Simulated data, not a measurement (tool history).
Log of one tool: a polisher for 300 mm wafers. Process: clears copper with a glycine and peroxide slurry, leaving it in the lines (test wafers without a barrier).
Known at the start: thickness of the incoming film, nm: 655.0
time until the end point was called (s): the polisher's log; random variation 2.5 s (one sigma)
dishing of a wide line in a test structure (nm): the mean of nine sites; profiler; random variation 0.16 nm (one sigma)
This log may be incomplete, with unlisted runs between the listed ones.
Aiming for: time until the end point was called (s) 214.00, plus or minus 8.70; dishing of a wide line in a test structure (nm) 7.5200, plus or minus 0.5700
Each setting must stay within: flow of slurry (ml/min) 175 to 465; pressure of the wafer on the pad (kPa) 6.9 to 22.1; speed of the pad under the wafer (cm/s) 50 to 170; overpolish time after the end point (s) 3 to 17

| run | hour | flow of slurry (ml/min) | pressure of the wafer on the pad (kPa) | speed of the pad under the wafer (cm/s) | overpolish time after the end point (s) | time until the end point was called (s) | dishing of a wide line in a test structure (nm) |
|---|---|---|---|---|---|---|---|
| 1 | 0.0 | 295 | 14.5 | 110 | 9 | 170.42 | 25.7600 |
| 2 | 0.8 | 295 | 14.5 | 132 | 9 | 147.51 | 29.8810 |
| 3 | 9.1 | 295 | 13.1 | 132 | 9 | 158.56 | 28.3540 |
| 4 | 10.2 | 295 | 13.1 | 132 | 11 | 160.39 | 33.4050 |
| 5 | 16.8 | 295 | 13.1 | 114 | 11 | 180.11 | 30.8920 |
| 6 | 20.6 | 270 | 13.8 | 100 | 9 | 192.43 | 23.2120 |
| 7 | 24.1 | 245 | 14.5 | 88 | 7 | 206.04 | 17.3970 |
| 8 | 26.0 | 225 | 15.2 | 78 | 6 | 216.78 | 14.4710 |
| 9 | 33.3 | 210 | 15.9 | 70 | 5 | 234.05 | 11.3690 |
| 10 | 34.9 | 200 | 17.2 | 64 | 4 | 242.82 | 9.1248 |
| 11 | 37.5 | 200 | 17.2 | 64 | 4 | 235.99 | 8.9800 |
| 12 | 42.4 | 200 | 17.9 | 64 | 4 | 230.07 | 9.5836 |
| 13 | 47.7 | 195 | 19.3 | 62 | 4 | 220.76 | 9.1270 |
|  | 55.5 | head pressure recalibrated |
| 14 | 55.5 | 195 | 20.0 | 60 | 4 | 207.39 | 10.1700 |
| 15 | 64.5 | 190 | 20.0 | 58 | 4 | 215.46 | 10.0580 |
| 16 | 66.7 | 190 | 20.0 | 58 | 4 | 212.07 | 10.1840 |
| 17 | 71.3 | 185 | 20.0 | 56 | 4 | 216.60 | 9.9838 |
| 18 | 78.2 | 215 | 20.0 | 54 | 4 | 220.69 | 9.6962 |
| 19 | 83.4 | 205 | 20.7 | 52 | 4 | 222.96 | 9.6722 |
| 20 | 84.2 | 195 | 20.7 | 52 | 4 | 219.50 | 9.5586 |
| 21 | 87.2 | 190 | 20.7 | 52 | 4 | 221.45 | 9.2467 |
| 22 | 91.1 | 185 | 20.7 | 52 | 4 | 222.63 | 9.4504 |
| 23 | 94.1 | 180 | 20.7 | 52 | 4 | 224.38 | 9.1927 |
| 24 | 101.3 | 175 | 21.4 | 50 | 3 | 231.07 | 7.0547 |

Which one of the following 4 next-run settings gets every result inside its allowed miss? There is exactly one.
| A | 108.5 | 180 | 20.7 | 50 | 4 | ? | ? |
| B | 108.5 | 175 | 22.1 | 62 | 3 | ? | ? |
| C | 108.5 | 195 | 19.3 | 54 | 4 | ? | ? |
| D | 108.5 | 195 | 22.1 | 52 | 3 | ? | ? |

| move | time until the end point was called (s) | dishing of a wide line in a test structure (nm) |
|---|---|---|
| A | 232.53 | 8.8676 |
| B | 189.94 | 8.1551 |
| C | 227.96 | 9.0329 |
| D | 212.79 | 7.3036 |
A: lands further from the targets than the last run did
B: the result that was furthest off in the last run now lies on the other side of its target
C: lands further from the targets than the last run did
D: all results in spec
Correct choice: D, which meets every target

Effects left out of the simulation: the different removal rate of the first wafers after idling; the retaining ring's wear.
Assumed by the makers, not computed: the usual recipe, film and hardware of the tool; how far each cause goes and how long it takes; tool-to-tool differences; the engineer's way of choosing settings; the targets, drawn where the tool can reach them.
